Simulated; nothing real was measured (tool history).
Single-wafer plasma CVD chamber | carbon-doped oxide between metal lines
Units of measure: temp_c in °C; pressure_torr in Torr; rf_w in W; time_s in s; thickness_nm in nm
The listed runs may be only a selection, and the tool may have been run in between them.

run 1 hour=0.0 | temp_c=350 pressure_torr=6.32 rf_w=645 time_s=18.4 | thickness_nm=115.830
run 2 hour=3.7 | temp_c=350 pressure_torr=6.32 rf_w=645 time_s=18.4 | thickness_nm=115.950
run 3 hour=8.0 | temp_c=350 pressure_torr=6.32 rf_w=645 time_s=19.0 | thickness_nm=120.030
run 4 hour=11.7 | temp_c=351 pressure_torr=6.21 rf_w=610 time_s=18.9 | thickness_nm=115.120
run 5 hour=17.7 | temp_c=352 pressure_torr=6.11 rf_w=580 time_s=18.8 | thickness_nm=109.130
run 6 hour=24.4 | temp_c=354 pressure_torr=5.94 rf_w=565 time_s=18.8 | thickness_nm=106.470
run 7 hour=26.7 | temp_c=356 pressure_torr=5.78 rf_w=555 time_s=18.8 | thickness_nm=104.550
run 8 hour=30.4 | temp_c=357 pressure_torr=5.66 rf_w=545 time_s=18.8 | thickness_nm=102.840

Estimate the outcome of run 9 from the log above:
run 9 hour=36.8 | temp_c=363 pressure_torr=5.11 rf_w=490 time_s=18.7 | thickness_nm=?

{"run 9": {"thickness_nm": 91.482}}

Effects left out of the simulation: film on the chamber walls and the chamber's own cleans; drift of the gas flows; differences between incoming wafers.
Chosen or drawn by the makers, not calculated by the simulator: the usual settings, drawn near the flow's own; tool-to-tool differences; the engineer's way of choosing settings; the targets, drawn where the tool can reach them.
